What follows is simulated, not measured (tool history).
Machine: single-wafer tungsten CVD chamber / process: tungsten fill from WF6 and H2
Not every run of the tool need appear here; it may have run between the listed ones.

run	hour	heater temperature setpoint (K)	chamber pressure (Torr)	deposition time (s)	mean film thickness on the monitor wafer (angstrom)
1	0	653.15	48.1	22.4	515.59
2	0.6	653.15	48.1	21.3	494.78
3	6.2	653.15	53.6	21.3	516.48
4	7.2	653.15	47.3	21.3	486.79
5	8.3	653.15	39	21.3	450.46
6	10.2	643.15	39	21.3	361.08
7	12.5	646.15	39.1	21.3	387.09
8	20.6	648.15	39.2	21.3	404.59
9	27.7	650.15	39.3	21.3	424.52
10	30.8	651.15	39.3	21.3	430.04

For run 11, what comes out?
11	33.1	652.15	39.3	21.3	?

{"run 11": {"mean film thickness on the monitor wafer (angstrom)": 436.56}}
